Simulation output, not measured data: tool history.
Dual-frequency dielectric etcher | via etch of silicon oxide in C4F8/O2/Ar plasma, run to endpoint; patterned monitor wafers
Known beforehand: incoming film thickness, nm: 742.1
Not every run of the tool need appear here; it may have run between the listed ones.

{"run": 1, "hour": 0.0, "source power (W)": 2200, "bias power (W)": 2323, "endpoint time (s)": 134.8}
{"run": 2, "hour": 3.3, "source power (W)": 1920, "bias power (W)": 2323, "endpoint time (s)": 145.81}
{"run": 3, "hour": 10.8, "source power (W)": 2190, "bias power (W)": 2323, "endpoint time (s)": 134.87}
{"run": 4, "hour": 15.8, "source power (W)": 2420, "bias power (W)": 2351, "endpoint time (s)": 128.22}
{"run": 5, "hour": 20.5, "source power (W)": 2610, "bias power (W)": 2382, "endpoint time (s)": 121.86}
{"run": 6, "hour": 25.6, "source power (W)": 2320, "bias power (W)": 2382, "endpoint time (s)": 130.15}
{"run": 7, "hour": 30.7, "source power (W)": 2530, "bias power (W)": 2409, "endpoint time (s)": 124.15}

For run 8, what comes out?
{"run": 8, "hour": 36.4, "source power (W)": 2680, "bias power (W)": 2433, "endpoint time (s)": "?"}

{"run 8": {"endpoint time (s)": 119.81}}
